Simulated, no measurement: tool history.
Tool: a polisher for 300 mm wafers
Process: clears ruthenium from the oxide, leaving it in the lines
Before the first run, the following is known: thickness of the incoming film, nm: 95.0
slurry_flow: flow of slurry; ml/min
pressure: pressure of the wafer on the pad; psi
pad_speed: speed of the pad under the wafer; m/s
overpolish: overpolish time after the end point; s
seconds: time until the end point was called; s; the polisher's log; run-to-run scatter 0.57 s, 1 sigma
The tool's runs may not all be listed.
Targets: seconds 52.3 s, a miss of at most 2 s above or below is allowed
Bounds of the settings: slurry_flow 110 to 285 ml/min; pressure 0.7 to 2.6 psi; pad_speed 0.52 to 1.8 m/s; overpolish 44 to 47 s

run	hour	slurry_flow	pressure	pad_speed	overpolish	seconds
1	0	180	1.6	1.16	44	78.52
2	6.1	180	1.6	0.94	44	90.304
3	11.7	180	1.6	0.68	44	111.22
4	18.9	160	1.6	0.68	44	111.54
5	20.2	160	1.8	0.72	44	96.227
6	26	160	2	0.76	44	84.911
7	32.5	160	2.1	0.8	44	76.913
8	36.8	160	2.1	0.8	44	78.749
9	45.7	160	2.2	0.84	44	72.122

5 next moves are on the table. One of them brings every result within its allowed miss. Which?
A	54.6	185	2.6	1.18	46	?
B	54.6	145	2.6	1.1	47	?
C	54.6	195	2.6	1.14	44	?
D	54.6	160	2.6	1.18	44	?
E	54.6	180	2.6	1.16	47	?

move	seconds
A	47.891
B	52.487
C	48.656
D	49.077
E	48.67
A: pushes the last run's worst result past its target
B: every result lands within tolerance
C: pushes the last run's worst result past its target
D: pushes the last run's worst result past its target
E: pushes the last run's worst result past its target
The move that meets every target is B.
